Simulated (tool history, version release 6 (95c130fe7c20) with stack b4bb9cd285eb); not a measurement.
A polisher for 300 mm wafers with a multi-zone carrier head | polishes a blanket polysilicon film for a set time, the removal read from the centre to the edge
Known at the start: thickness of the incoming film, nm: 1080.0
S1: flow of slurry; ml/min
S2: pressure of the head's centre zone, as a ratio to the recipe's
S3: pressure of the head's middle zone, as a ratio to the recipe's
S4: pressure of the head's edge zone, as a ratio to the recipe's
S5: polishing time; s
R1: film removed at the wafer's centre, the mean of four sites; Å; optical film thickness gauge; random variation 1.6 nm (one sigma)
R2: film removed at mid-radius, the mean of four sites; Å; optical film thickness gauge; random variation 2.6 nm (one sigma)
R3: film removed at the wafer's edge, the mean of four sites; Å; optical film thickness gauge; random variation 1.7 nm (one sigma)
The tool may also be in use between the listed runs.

run  hour   S1    S2    S3    S4  S5      R1      R2      R3
  1   0.0  270  1.00  1.00  1.00  48  3830.8  3679.2  3932.4
  2   8.2  270  1.00  1.00  1.05  48  3855.7  3821.7  4002.0
  3   9.5  270  1.00  1.03  1.05  48  3797.1  3797.5  3970.3
  4  18.3  270  0.93  1.03  1.05  48  3538.4  3809.3  3980.1
  5  19.8  260  0.92  1.01  1.02  43  3108.0  3362.3  3506.1
     24.1  -- worn pad replaced by a new one
  6  24.1  255  0.91  0.98  0.99  39  3125.5  3218.9  3485.7
  7  31.7  235  0.93  1.02  1.03  35  2870.9  3130.6  3125.8
  8  39.4  220  0.90  1.02  0.98  32  2445.7  2758.2  2810.7
  9  46.9  245  0.90  0.92  0.88  24  1864.4  1948.7  2001.8

The next listed run, before its measurement:
 10  52.6  245  0.90  0.92  0.90  24   ?   ?   ?

Run 10 gave R1 1893.2 Å, R2 1938.9 Å, R3 2049.0 Å.

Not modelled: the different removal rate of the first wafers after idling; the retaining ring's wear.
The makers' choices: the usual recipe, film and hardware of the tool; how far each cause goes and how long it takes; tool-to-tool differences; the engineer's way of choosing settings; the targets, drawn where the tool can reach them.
